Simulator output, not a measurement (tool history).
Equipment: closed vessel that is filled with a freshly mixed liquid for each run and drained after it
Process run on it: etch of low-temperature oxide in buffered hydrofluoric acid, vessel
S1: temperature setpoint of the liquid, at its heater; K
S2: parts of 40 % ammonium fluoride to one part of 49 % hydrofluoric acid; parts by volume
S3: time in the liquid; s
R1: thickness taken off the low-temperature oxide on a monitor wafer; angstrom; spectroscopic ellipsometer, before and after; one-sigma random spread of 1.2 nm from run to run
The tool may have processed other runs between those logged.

{"run": 1, "hour": 0.0, "S1": 295.15, "S2": 20.0, "S3": 90, "R1": 830.18}
{"run": 2, "hour": 7.1, "S1": 295.15, "S2": 17.5, "S3": 90, "R1": 944.53}
{"run": 3, "hour": 14.1, "S1": 296.65, "S2": 16.5, "S3": 90, "R1": 1089.7}
{"run": 4, "hour": 22.3, "S1": 296.65, "S2": 16.5, "S3": 90, "R1": 1083.0}
{"run": 5, "hour": 30.3, "S1": 296.65, "S2": 13.5, "S3": 90, "R1": 1323.3}
{"run": 6, "hour": 32.7, "S1": 297.65, "S2": 13.5, "S3": 90, "R1": 1405.7}

For run 7, what comes out?
{"run": 7, "hour": 38.7, "S1": 298.65, "S2": 13.5, "S3": 90, "R1": "?"}

Run 7 yielded R1 1484.20 angstrom.
